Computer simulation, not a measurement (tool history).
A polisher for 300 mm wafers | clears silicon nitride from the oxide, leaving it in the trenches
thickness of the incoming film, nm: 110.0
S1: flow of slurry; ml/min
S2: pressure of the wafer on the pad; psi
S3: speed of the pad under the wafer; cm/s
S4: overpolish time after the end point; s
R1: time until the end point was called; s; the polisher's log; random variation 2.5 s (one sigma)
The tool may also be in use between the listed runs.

run  hour   S1   S2   S3  S4      R1
  1   0.0  260  1.9  118   9  131.96
  2   8.4  260  1.7  114   9  152.04
  3  15.5  260  2.1  114   9  123.86
  4  24.4  260  2.1  140   9  106.57
  5  26.5  220  2.1  140   9  108.21
  6  31.7  215  1.8  130   9  133.54
  7  34.3  210  1.6  122   9  156.54
  8  42.0  210  1.6  122   9  154.90
  9  46.2  205  1.4  116   9  180.89
 10  54.7  200  1.3  112   9  199.83
 11  59.0  195  1.2  110   9  218.39

Run 12 comes next. What will it give?
 12  60.4  190  1.1  110   9   ?

Run 12 gave R1 247.86 s.
